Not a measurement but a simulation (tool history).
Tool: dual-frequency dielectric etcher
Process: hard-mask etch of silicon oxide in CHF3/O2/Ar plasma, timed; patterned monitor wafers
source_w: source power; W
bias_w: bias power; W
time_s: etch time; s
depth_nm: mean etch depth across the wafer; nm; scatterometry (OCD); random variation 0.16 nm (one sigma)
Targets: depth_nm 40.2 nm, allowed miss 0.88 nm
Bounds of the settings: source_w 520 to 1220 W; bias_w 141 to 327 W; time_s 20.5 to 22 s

| run | day | source_w | bias_w | time_s | depth_nm |
|---|---|---|---|---|---|
| 1 | 0 | 870 | 234 | 22 | 54.117 |
| 2 | 0.279 | 870 | 205 | 22 | 51.394 |
| 3 | 0.542 | 870 | 240 | 22 | 54.686 |
| 4 | 0.779 | 780 | 211 | 21.5 | 48.312 |
| 5 | 1.15 | 700 | 203 | 21.5 | 45.077 |
| 6 | 1.279 | 650 | 201 | 21.5 | 43.576 |
| 7 | 1.358 | 610 | 200 | 21.5 | 41.8 |
| 8 | 1.575 | 590 | 199 | 21.5 | 41.015 |

Which of these 5 next moves meets every target?
| A | 1.792 | 650 | 216 | 20.5 | ? |
| B | 1.792 | 650 | 218 | 21 | ? |
| C | 1.792 | 610 | 190 | 22 | ? |
| D | 1.792 | 580 | 242 | 20.5 | ? |
| E | 1.792 | 580 | 196 | 21.5 | ? |

| move | depth_nm |
|---|---|
| A | 42.883 |
| B | 44.094 |
| C | 42.322 |
| D | 42.446 |
| E | 40.827 |
A: further off than the last run
B: further off than the last run
C: further off than the last run
D: further off than the last run
E: meets every target
Answer: E

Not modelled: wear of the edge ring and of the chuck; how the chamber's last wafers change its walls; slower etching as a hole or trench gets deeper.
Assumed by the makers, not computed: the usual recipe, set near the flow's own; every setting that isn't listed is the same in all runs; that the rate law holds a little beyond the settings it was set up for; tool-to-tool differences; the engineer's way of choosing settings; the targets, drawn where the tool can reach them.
